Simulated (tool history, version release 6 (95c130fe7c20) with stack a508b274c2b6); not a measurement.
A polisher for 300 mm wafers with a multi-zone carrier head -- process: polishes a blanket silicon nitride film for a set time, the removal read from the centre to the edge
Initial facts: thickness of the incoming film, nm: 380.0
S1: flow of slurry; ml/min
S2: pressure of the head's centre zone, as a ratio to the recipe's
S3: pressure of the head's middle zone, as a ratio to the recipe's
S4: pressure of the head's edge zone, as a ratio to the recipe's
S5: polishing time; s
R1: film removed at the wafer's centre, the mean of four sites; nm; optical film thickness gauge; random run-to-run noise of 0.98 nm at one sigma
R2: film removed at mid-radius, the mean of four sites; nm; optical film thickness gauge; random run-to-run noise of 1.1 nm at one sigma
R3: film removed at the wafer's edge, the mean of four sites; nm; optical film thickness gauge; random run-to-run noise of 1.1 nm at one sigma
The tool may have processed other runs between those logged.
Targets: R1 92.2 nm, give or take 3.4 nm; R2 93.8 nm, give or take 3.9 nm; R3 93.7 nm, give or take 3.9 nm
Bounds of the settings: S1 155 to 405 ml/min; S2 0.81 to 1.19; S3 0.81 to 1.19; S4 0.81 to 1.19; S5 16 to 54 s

Run 1, hour 0: S1 260 ml/min, S2 1, S3 1, S4 1, S5 35 s. Result: R1 76.518 nm, R2 79.378 nm, R3 73.855 nm.
Run 2, hour 6: S1 260 ml/min, S2 1, S3 1.05, S4 1, S5 35 s. Result: R1 76.522 nm, R2 82.211 nm, R3 73.342 nm.
Run 3, hour 6.5: S1 265 ml/min, S2 1, S3 1.04, S4 1.03, S5 36 s. Result: R1 79.093 nm, R2 84.276 nm, R3 77.375 nm.
Run 4, hour 14.5: S1 265 ml/min, S2 1, S3 1.04, S4 0.99, S5 36 s. Result: R1 79.663 nm, R2 83.505 nm, R3 76.058 nm.
Run 5, hour 18.1: S1 275 ml/min, S2 1.01, S3 1.03, S4 1.02, S5 37 s. Result: R1 82.359 nm, R2 85.894 nm, R3 77.705 nm.
Run 6, hour 27: S1 275 ml/min, S2 1.01, S3 1.03, S4 1.1, S5 37 s. Result: R1 82.328 nm, R2 84.706 nm, R3 82.909 nm.
At hour 34.6: edge zone pressure recalibrated.
Run 7, hour 34.6: S1 275 ml/min, S2 1.02, S3 1.04, S4 1.11, S5 38 s. Result: R1 84.468 nm, R2 88.492 nm, R3 88.749 nm.
Run 8, hour 42.9: S1 280 ml/min, S2 1.03, S3 1.05, S4 1.11, S5 38 s. Result: R1 87.305 nm, R2 89.476 nm, R3 89.999 nm.
Run 9, hour 51.5: S1 285 ml/min, S2 1.04, S3 1.06, S4 1.11, S5 38 s. Result: R1 88.875 nm, R2 90.515 nm, R3 89.663 nm.
Run 10, hour 53.6: S1 290 ml/min, S2 1.04, S3 1.07, S4 1.12, S5 38 s. Result: R1 89.185 nm, R2 93.19 nm, R3 89.09 nm.

Which of these 4 next moves meets every target?
Run A, hour 55.7: S1 335 ml/min, S2 0.97, S3 1.16, S4 1.05, S5 38 s. Result: R1 ?, R2 ?, R3 ?.
Run B, hour 55.7: S1 255 ml/min, S2 1.07, S3 1.11, S4 1.09, S5 37 s. Result: R1 ?, R2 ?, R3 ?.
Run C, hour 55.7: S1 385 ml/min, S2 0.97, S3 1.09, S4 1.18, S5 36 s. Result: R1 ?, R2 ?, R3 ?.
Run D, hour 55.7: S1 240 ml/min, S2 1.04, S3 1.04, S4 1.11, S5 41 s. Result: R1 ?, R2 ?, R3 ?.

move      R1      R2      R3
   A   83.85  100.43  85.839
   B  87.207  91.373  83.288
   C   80.44  91.247  87.061
   D  93.039  95.034  92.661
A: its largest miss is bigger than the last run's
B: its largest miss is bigger than the last run's
C: its largest miss is bigger than the last run's
D: every result lands within tolerance
So the answer is move D, the one that meets all the targets.
